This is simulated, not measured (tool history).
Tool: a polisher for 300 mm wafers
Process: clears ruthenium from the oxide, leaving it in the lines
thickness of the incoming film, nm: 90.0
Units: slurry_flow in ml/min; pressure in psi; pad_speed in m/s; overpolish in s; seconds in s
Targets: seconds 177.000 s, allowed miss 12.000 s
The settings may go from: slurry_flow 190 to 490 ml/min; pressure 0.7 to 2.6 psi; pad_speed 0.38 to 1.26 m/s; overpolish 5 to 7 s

run	day	slurry_flow	pressure	pad_speed	overpolish	seconds
1	0.000	315	1.6	0.82	7	119.100
2	0.342	315	1.6	1.00	7	96.832
3	0.400	315	1.4	0.98	7	114.280
4	0.704	315	1.3	0.98	7	118.910
5	0.817	315	1.2	0.96	7	131.310
6	0.858	315	1.1	0.96	7	141.780
7	1.183	315	1.0	0.96	7	154.460
8	1.242	315	0.8	0.94	7	192.280

4 next moves are on the table. One of them brings every result within its allowed miss. Which?
A	1.300	265	1.0	1.06	7	?
B	1.300	345	1.0	1.00	6	?
C	1.300	290	0.8	1.02	5	?
D	1.300	270	1.0	0.98	7	?

move	seconds
A	145.630
B	150.040
C	183.020
D	156.720
A: takes the result that was furthest off past its target
B: takes the result that was furthest off past its target
C: meets every target
D: takes the result that was furthest off past its target
Answer: C
